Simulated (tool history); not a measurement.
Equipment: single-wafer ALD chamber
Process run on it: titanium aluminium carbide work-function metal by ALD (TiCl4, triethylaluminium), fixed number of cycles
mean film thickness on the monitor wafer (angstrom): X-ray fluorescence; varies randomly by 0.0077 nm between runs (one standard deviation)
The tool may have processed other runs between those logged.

run	hour	heater temperature setpoint (K)	triethylaluminium pulse time (s)	mean film thickness on the monitor wafer (angstrom)
1	0.0	593.15	8.67	20.446
2	8.2	589.15	7.76	19.494
3	13.0	586.15	7.18	18.873
4	16.5	583.15	6.76	18.292
5	17.2	581.15	6.48	17.739
6	21.8	579.15	6.40	17.513
7	23.3	569.15	4.16	12.662
8	31.9	572.15	4.19	12.964
9	39.8	576.15	4.23	13.387
10	40.6	588.15	6.07	17.861
11	41.7	588.15	6.07	17.918
12	48.2	588.15	6.07	17.770
13	55.0	586.15	6.05	17.632
14	60.9	585.15	6.03	17.617
15	69.8	584.15	6.01	17.423
16	72.1	583.15	5.99	17.331
17	73.6	582.15	5.97	17.276

Predict the results of run 18:
18	75.2	571.15	4.32	?

{"run 18": {"mean film thickness on the monitor wafer (angstrom)": 13.253}}
